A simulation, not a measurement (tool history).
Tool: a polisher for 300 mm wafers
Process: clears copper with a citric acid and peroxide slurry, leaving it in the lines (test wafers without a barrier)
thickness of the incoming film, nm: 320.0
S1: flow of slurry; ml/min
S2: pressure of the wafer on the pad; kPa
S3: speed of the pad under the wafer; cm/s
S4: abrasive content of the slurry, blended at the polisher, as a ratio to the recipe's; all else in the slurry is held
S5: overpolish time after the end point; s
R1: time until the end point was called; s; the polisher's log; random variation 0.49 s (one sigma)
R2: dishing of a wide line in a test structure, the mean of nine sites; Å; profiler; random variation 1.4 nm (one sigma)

run  hour   S1    S2   S3   S4  S5      R1      R2
  1     0  260  28.3  142    1  18  85.142  470.88
  2   2.6  260  21.4  142    1  18  109.31  368.78
  3   9.6  310  21.4  142    1  18  107.96  392.24
  4  14.3  360  21.4  142    1  18  107.07   400.8
  5  22.1  360  21.4  142  0.9  18  109.65  379.35
  6  24.6  305  21.4  142  0.9  18  112.16  365.77

The next listed run, before its measurement:
  7  31.2  305  24.1  142  0.9  18   ?   ?

Run 7 gave R1 100.46 s, R2 414.48 Å.
